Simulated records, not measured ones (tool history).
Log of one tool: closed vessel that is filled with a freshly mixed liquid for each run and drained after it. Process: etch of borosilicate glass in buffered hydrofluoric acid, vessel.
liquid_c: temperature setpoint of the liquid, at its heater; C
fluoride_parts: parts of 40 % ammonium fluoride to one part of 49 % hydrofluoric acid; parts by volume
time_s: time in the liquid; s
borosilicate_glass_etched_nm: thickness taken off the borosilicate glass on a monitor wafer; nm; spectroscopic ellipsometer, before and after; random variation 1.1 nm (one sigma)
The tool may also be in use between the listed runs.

run 1 hour=0.0 | liquid_c=20.0 fluoride_parts=17.5 time_s=125 | borosilicate_glass_etched_nm=70.641
run 2 hour=2.9 | liquid_c=21.5 fluoride_parts=17.0 time_s=125 | borosilicate_glass_etched_nm=79.680
run 3 hour=3.5 | liquid_c=19.5 fluoride_parts=17.0 time_s=125 | borosilicate_glass_etched_nm=71.215
run 4 hour=4.7 | liquid_c=17.0 fluoride_parts=17.0 time_s=125 | borosilicate_glass_etched_nm=61.034
run 5 hour=11.3 | liquid_c=19.0 fluoride_parts=17.0 time_s=125 | borosilicate_glass_etched_nm=68.670
run 6 hour=16.7 | liquid_c=17.0 fluoride_parts=17.0 time_s=125 | borosilicate_glass_etched_nm=62.372
run 7 hour=18.3 | liquid_c=19.0 fluoride_parts=16.5 time_s=125 | borosilicate_glass_etched_nm=72.869

Run 8 comes next. What will it give?
run 8 hour=19.6 | liquid_c=20.5 fluoride_parts=16.5 time_s=125 | borosilicate_glass_etched_nm=?

Run 8 gave borosilicate_glass_etched_nm 78.221 nm.

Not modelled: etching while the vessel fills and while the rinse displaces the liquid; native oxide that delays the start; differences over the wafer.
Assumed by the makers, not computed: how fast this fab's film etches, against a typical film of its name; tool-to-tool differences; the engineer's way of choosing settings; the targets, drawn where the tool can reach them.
